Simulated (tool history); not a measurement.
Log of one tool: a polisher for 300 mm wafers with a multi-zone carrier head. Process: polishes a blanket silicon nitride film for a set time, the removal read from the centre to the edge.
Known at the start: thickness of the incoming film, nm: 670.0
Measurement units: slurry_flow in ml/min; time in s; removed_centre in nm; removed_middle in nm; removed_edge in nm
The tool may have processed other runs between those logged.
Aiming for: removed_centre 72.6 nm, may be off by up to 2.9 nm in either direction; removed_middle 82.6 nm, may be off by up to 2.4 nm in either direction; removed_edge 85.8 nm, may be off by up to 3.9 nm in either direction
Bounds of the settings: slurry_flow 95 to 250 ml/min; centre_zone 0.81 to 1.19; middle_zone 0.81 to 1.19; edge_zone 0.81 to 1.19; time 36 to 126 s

run,hour,slurry_flow,centre_zone,middle_zone,edge_zone,time,removed_centre,removed_middle,removed_edge
1,0,160,1,1,1,81,138.3,139.34,135.14
2,7.6,150,0.96,0.98,0.99,73,116.06,122.29,123.16
3,14.8,150,0.96,0.9,0.99,73,118.71,115.17,125.11
4,19,145,0.94,0.91,0.97,67,104.55,104.52,112.05
5,25.7,145,0.94,0.95,0.97,67,102.11,110.5,109.48
6,26.5,135,0.92,0.92,0.95,64,93.337,101.39,107.03
7,31.3,140,0.91,0.91,0.93,60,89.993,95.159,96.266
8,40.3,130,0.89,0.89,0.91,59,84.427,89.065,94.322
9,47.9,125,0.87,0.89,0.89,59,83.338,87.932,95.157

4 candidate next runs follow, results not yet known. Just one meets every target within its allowed miss. Identify it.
A,55.5,230,1.07,0.9,0.86,50,?,?,?
B,55.5,105,0.84,0.9,0.85,57,?,?,?
C,55.5,130,1,0.81,0.81,58,?,?,?
D,55.5,130,0.82,0.91,0.91,60,?,?,?

move,removed_centre,removed_middle,removed_edge
A,95.808,83.847,81.587
B,72.92,83.106,83.618
C,93.459,81.338,86.259
D,79.201,92.678,93.892
A: the biggest miss grows against the last run
B: every result lands within tolerance
C: the biggest miss grows against the last run
D: the biggest miss grows against the last run
Move B is the one to make.
